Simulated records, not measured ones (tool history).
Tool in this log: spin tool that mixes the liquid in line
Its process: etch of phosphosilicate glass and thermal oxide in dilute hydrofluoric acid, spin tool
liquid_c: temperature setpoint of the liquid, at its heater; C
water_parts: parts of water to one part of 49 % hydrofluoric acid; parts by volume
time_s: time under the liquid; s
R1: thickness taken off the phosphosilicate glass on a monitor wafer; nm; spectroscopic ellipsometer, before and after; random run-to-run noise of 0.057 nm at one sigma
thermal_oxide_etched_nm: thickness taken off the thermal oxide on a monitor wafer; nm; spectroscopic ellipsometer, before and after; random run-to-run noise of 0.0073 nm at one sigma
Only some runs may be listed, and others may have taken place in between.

{"run": 1, "hour": 0.0, "liquid_c": 22.0, "water_parts": 170, "time_s": 125, "R1": 39.802, "thermal_oxide_etched_nm": 2.5566}
{"run": 2, "hour": 5.5, "liquid_c": 22.0, "water_parts": 170, "time_s": 75, "R1": 23.841, "thermal_oxide_etched_nm": 1.53}
{"run": 3, "hour": 8.5, "liquid_c": 21.5, "water_parts": 175, "time_s": 75, "R1": 22.453, "thermal_oxide_etched_nm": 1.4526}
{"run": 4, "hour": 12.8, "liquid_c": 21.0, "water_parts": 180, "time_s": 75, "R1": 21.546, "thermal_oxide_etched_nm": 1.3991}
{"run": 5, "hour": 15.9, "liquid_c": 21.0, "water_parts": 180, "time_s": 105, "R1": 29.997, "thermal_oxide_etched_nm": 1.923}
{"run": 6, "hour": 23.8, "liquid_c": 20.5, "water_parts": 195, "time_s": 105, "R1": 26.664, "thermal_oxide_etched_nm": 1.7121}
{"run": 7, "hour": 24.8, "liquid_c": 20.0, "water_parts": 205, "time_s": 105, "R1": 24.927, "thermal_oxide_etched_nm": 1.5622}
{"run": 8, "hour": 29.0, "liquid_c": 20.0, "water_parts": 215, "time_s": 105, "R1": 23.337, "thermal_oxide_etched_nm": 1.5169}

Run 9 comes next. What will it give?
{"run": 9, "hour": 33.1, "liquid_c": 19.5, "water_parts": 225, "time_s": 105, "R1": "?", "thermal_oxide_etched_nm": "?"}

{"run 9": {"R1": 21.835, "thermal_oxide_etched_nm": 1.3877}}
